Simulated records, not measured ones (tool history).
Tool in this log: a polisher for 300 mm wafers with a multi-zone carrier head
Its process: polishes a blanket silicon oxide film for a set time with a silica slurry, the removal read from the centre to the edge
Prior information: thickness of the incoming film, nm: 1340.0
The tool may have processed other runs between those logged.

| run | hour | flow of slurry (ml/min) | pressure of the head's centre zone | pressure of the head's middle zone | pressure of the head's edge zone | abrasive content of the slurry | polishing time (s) | film removed at the wafer's centre (angstrom) | film removed at mid-radius (angstrom) | film removed at the wafer's edge (angstrom) |
|---|---|---|---|---|---|---|---|---|---|---|
| 1 | 0.0 | 275 | 1.00 | 1.00 | 1.00 | 1.00 | 77 | 1713.4 | 1678.3 | 1712.4 |
| 2 | 3.5 | 275 | 1.00 | 1.05 | 1.00 | 1.00 | 77 | 1729.2 | 1748.3 | 1678.7 |
| 3 | 9.7 | 270 | 1.01 | 1.01 | 0.97 | 0.95 | 77 | 1688.6 | 1638.8 | 1673.7 |
| 4 | 15.1 | 270 | 1.03 | 1.00 | 0.96 | 0.90 | 77 | 1666.2 | 1581.9 | 1573.3 |
| 5 | 15.7 | 260 | 1.04 | 0.97 | 0.96 | 0.90 | 77 | 1657.0 | 1519.5 | 1580.4 |
| 6 | 20.8 | 250 | 1.05 | 0.95 | 0.96 | 0.90 | 77 | 1681.2 | 1491.0 | 1595.8 |
| 7 | 29.5 | 245 | 1.05 | 0.94 | 0.95 | 0.90 | 77 | 1715.9 | 1492.7 | 1536.4 |

The next listed run, before its measurement:
| 8 | 33.5 | 245 | 1.04 | 0.92 | 0.96 | 0.90 | 77 | ? | ? | ? |

{"run 8": {"film removed at the wafer's centre (angstrom)": 1665.3, "film removed at mid-radius (angstrom)": 1447.5, "film removed at the wafer's edge (angstrom)": 1575.6}}
